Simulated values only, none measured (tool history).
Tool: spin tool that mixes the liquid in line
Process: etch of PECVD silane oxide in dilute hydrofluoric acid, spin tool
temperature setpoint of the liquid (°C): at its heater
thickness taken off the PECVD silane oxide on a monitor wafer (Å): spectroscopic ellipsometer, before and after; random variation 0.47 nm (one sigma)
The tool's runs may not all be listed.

run,hour,temperature setpoint of the liquid (°C),parts of water to one part of 49 % hydrofluoric acid (parts by volume),time under the liquid (s),thickness taken off the PECVD silane oxide on a monitor wafer (Å)
1,0,23,85,225,902.47
2,1.5,22,85,225,876.3
3,7.7,21.5,85,225,852.07
4,10.1,25,85,225,968.79
5,14.2,25,85,225,976.03
# hour 17.9: hydrofluoric acid flow meter replaced
6,17.9,24,85,225,830.28
7,25.5,23.5,90,225,764.59
8,29.1,23.5,90,225,765.66
9,37.9,22.5,90,225,723.27
10,46.8,22,90,225,714.67
11,52.6,21.5,90,225,704.24

Run 12 comes next. What will it give?
12,56.1,21,90,225,?

thickness taken off the PECVD silane oxide on a monitor wafer (Å): 689.44
